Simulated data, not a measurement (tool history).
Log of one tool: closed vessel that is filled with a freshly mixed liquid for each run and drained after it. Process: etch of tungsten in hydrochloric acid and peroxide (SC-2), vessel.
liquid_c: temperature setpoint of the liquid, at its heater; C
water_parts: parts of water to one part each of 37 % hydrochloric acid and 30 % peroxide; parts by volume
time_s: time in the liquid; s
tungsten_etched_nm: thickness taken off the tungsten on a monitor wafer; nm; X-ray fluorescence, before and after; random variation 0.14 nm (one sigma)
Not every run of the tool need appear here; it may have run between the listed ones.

run 1 hour=0.0 | liquid_c=64.0 water_parts=5.0 time_s=30 | tungsten_etched_nm=42.658
run 2 hour=3.3 | liquid_c=64.5 water_parts=5.0 time_s=30 | tungsten_etched_nm=43.976
run 3 hour=4.9 | liquid_c=58.0 water_parts=5.0 time_s=30 | tungsten_etched_nm=29.592
run 4 hour=11.6 | liquid_c=60.5 water_parts=5.0 time_s=30 | tungsten_etched_nm=34.591
run 5 hour=14.2 | liquid_c=60.5 water_parts=5.0 time_s=30 | tungsten_etched_nm=34.504
run 6 hour=15.3 | liquid_c=60.5 water_parts=6.5 time_s=30 | tungsten_etched_nm=28.501

Expected results for the next run?
run 7 hour=23.5 | liquid_c=63.0 water_parts=6.5 time_s=30 | tungsten_etched_nm=?

{"run 7": {"tungsten_etched_nm": 33.225}}
